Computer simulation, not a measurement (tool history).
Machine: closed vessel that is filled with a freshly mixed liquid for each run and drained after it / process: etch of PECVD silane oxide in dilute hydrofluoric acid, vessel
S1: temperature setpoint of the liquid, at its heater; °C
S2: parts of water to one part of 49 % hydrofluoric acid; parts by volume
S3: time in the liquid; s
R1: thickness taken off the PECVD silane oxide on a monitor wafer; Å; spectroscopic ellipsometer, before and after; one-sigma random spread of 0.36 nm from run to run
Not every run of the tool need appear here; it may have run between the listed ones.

| run | hour | S1 | S2 | S3 | R1 |
|---|---|---|---|---|---|
| 1 | 0.0 | 22.0 | 175 | 280 | 259.60 |
| 2 | 5.6 | 23.5 | 160 | 280 | 308.20 |
| 3 | 10.4 | 23.5 | 135 | 280 | 367.98 |
| 4 | 13.4 | 24.5 | 130 | 280 | 401.58 |
| 5 | 20.6 | 24.5 | 130 | 280 | 401.99 |
| 6 | 25.7 | 25.5 | 125 | 280 | 440.83 |
| 7 | 33.6 | 26.5 | 125 | 280 | 462.50 |
| 8 | 42.2 | 27.0 | 125 | 280 | 466.31 |
| 9 | 46.4 | 27.5 | 125 | 280 | 477.88 |
| 10 | 53.5 | 28.0 | 125 | 280 | 485.29 |
| 11 | 55.3 | 28.0 | 125 | 280 | 484.20 |
| 12 | 59.8 | 28.5 | 120 | 280 | 516.83 |

Run 13 comes next. What will it give?
| 13 | 68.3 | 29.0 | 120 | 280 | ? |

R1: 522.92 Å

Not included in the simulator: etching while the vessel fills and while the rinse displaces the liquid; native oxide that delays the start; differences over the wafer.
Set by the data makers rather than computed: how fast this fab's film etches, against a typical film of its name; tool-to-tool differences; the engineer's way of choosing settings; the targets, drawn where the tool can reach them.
